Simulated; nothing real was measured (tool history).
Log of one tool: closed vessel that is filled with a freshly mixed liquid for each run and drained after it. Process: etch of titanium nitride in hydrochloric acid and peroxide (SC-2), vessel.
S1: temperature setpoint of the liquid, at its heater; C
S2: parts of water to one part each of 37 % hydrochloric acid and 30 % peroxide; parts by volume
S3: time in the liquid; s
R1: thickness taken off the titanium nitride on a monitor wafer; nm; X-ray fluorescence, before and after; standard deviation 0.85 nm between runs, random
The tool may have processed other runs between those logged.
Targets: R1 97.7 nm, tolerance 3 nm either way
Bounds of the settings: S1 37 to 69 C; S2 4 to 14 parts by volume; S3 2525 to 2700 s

Run 1, hour 0: S1 53 C, S2 7.5 parts by volume, S3 2525 s. Result: R1 77.66 nm.
Run 2, hour 7: S1 54 C, S2 7.5 parts by volume, S3 2525 s. Result: R1 81.181 nm.
Run 3, hour 8.6: S1 55 C, S2 7.5 parts by volume, S3 2525 s. Result: R1 86.407 nm.
Run 4, hour 16: S1 60.5 C, S2 7.5 parts by volume, S3 2525 s. Result: R1 121.5 nm.
Run 5, hour 24.7: S1 55.5 C, S2 7.5 parts by volume, S3 2525 s. Result: R1 88.511 nm.
At hour 31.8: thermometer replaced.
Run 6, hour 31.8: S1 62 C, S2 7.5 parts by volume, S3 2525 s. Result: R1 118.52 nm.
Run 7, hour 36.4: S1 61 C, S2 7.5 parts by volume, S3 2525 s. Result: R1 108.79 nm.
Run 8, hour 38.9: S1 61 C, S2 7.5 parts by volume, S3 2525 s. Result: R1 110.11 nm.

Consider the 5 candidate settings below. Which is the only one whose results all fall within their allowed miss of target?
Run A, hour 41.4: S1 62.5 C, S2 7.5 parts by volume, S3 2660 s. Result: R1 ?.
Run B, hour 41.4: S1 60.5 C, S2 6.5 parts by volume, S3 2675 s. Result: R1 ?.
Run C, hour 41.4: S1 62.5 C, S2 10 parts by volume, S3 2615 s. Result: R1 ?.
Run D, hour 41.4: S1 64.5 C, S2 9 parts by volume, S3 2610 s. Result: R1 ?.
Run E, hour 41.4: S1 63.5 C, S2 7.5 parts by volume, S3 2535 s. Result: R1 ?.

move      R1
   A  126.15
   B  125.21
   C  98.178
   D  120.87
   E  127.86
A: the biggest miss grows against the last run
B: the biggest miss grows against the last run
C: all results land within tolerance of their targets
D: the biggest miss grows against the last run
E: the biggest miss grows against the last run
Answer: C

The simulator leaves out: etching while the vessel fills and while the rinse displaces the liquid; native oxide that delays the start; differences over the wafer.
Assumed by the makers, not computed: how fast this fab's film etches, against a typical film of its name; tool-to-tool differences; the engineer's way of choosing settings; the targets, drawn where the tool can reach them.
